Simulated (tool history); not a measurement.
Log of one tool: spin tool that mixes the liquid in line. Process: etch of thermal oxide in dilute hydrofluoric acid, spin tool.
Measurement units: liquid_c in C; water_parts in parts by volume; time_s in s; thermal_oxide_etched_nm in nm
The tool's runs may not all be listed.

| run | day | liquid_c | water_parts | time_s | thermal_oxide_etched_nm |
|---|---|---|---|---|---|
| 1 | 0 | 23 | 195 | 305 | 6.5997 |
| 2 | 0.304 | 23 | 235 | 305 | 5.2291 |
| 3 | 0.375 | 23 | 170 | 305 | 7.7888 |
| 4 | 0.704 | 23 | 170 | 305 | 7.6087 |
| 5 | 0.829 | 23 | 235 | 305 | 5.2325 |
| 6 | 1.062 | 24.5 | 220 | 305 | 6.0821 |
| 7 | 1.217 | 26 | 210 | 305 | 6.6776 |
| 8 | 1.383 | 27 | 200 | 305 | 7.4012 |
| 9 | 1.7 | 27 | 200 | 305 | 7.3932 |

Estimate the outcome of run 10 from the log above:
| 10 | 1.95 | 28 | 195 | 305 | ? |

thermal_oxide_etched_nm: 7.8937 nm

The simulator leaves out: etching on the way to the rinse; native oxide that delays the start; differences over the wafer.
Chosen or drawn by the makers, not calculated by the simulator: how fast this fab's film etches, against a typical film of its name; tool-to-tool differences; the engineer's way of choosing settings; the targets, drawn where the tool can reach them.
